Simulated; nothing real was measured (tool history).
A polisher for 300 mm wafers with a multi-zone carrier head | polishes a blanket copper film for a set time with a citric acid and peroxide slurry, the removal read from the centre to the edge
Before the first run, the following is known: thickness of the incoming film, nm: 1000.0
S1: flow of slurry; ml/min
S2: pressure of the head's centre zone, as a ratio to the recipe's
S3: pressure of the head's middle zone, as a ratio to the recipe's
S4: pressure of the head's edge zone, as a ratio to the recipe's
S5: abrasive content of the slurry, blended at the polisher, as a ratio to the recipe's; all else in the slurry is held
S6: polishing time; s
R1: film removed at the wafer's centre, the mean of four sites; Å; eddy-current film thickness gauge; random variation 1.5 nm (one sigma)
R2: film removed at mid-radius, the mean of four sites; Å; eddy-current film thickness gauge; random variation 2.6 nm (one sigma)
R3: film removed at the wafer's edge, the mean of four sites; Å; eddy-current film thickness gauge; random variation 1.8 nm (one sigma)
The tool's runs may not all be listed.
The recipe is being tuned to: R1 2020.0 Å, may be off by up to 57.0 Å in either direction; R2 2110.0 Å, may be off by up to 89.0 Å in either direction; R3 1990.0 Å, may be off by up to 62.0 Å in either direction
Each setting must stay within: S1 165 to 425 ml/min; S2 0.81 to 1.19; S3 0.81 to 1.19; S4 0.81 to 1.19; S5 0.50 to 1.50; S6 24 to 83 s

run 1 hour=0.0 | S1=275 S2=1.00 S3=1.00 S4=1.00 S5=1.00 S6=53 | R1=1762.3 R2=1790.3 R3=1740.4
run 2 hour=5.3 | S1=275 S2=1.04 S3=1.00 S4=1.00 S5=1.00 S6=53 | R1=1837.4 R2=1755.2 R3=1761.9
run 3 hour=13.9 | S1=285 S2=1.05 S3=1.04 S4=1.03 S5=1.05 S6=53 | R1=1887.9 R2=1824.9 R3=1786.2
run 4 hour=18.8 | S1=290 S2=1.04 S3=1.06 S4=1.06 S5=1.15 S6=53 | R1=1898.7 R2=1932.0 R3=1875.0
run 5 hour=23.0 | S1=290 S2=1.04 S3=1.06 S4=1.14 S5=1.15 S6=53 | R1=1924.0 R2=1925.5 R3=1928.8
run 6 hour=30.4 | S1=300 S2=1.05 S3=1.08 S4=1.14 S5=1.15 S6=53 | R1=1954.0 R2=1963.7 R3=1927.1
run 7 hour=33.7 | S1=310 S2=1.05 S3=1.09 S4=1.15 S5=1.15 S6=53 | R1=1919.2 R2=2036.9 R3=1956.4
run 8 hour=39.0 | S1=315 S2=1.06 S3=1.10 S4=1.15 S5=1.15 S6=53 | R1=1957.4 R2=2028.3 R3=1981.1

5 candidate next runs follow, results not yet known. Just one meets every target within its allowed miss. Identify it.
run A hour=44.3 | S1=310 S2=1.08 S3=1.13 S4=1.15 S5=1.10 S6=54 | R1=? R2=? R3=?
run B hour=44.3 | S1=325 S2=1.06 S3=1.03 S4=1.17 S5=1.05 S6=54 | R1=? R2=? R3=?
run C hour=44.3 | S1=325 S2=1.07 S3=1.09 S4=1.14 S5=1.10 S6=52 | R1=? R2=? R3=?
run D hour=44.3 | S1=355 S2=1.08 S3=0.98 S4=1.19 S5=1.25 S6=52 | R1=? R2=? R3=?
run E hour=44.3 | S1=385 S2=1.01 S3=1.15 S4=1.17 S5=1.25 S6=52 | R1=? R2=? R3=?

move=A R1=1988.6 R2=2058.8 R3=1949.9
move=B R1=1942.6 R2=1894.0 R3=1959.3
move=C R1=1906.3 R2=1931.3 R3=1876.9
move=D R1=1989.3 R2=1824.0 R3=1983.3
move=E R1=1875.5 R2=2105.2 R3=1971.5
A: every result lands within tolerance
B: moves away from the targets compared with the last run
C: moves away from the targets compared with the last run
D: meets the target for the result that was furthest off, but another lies outside its allowed miss
E: moves away from the targets compared with the last run
Correct choice: A, which meets every target
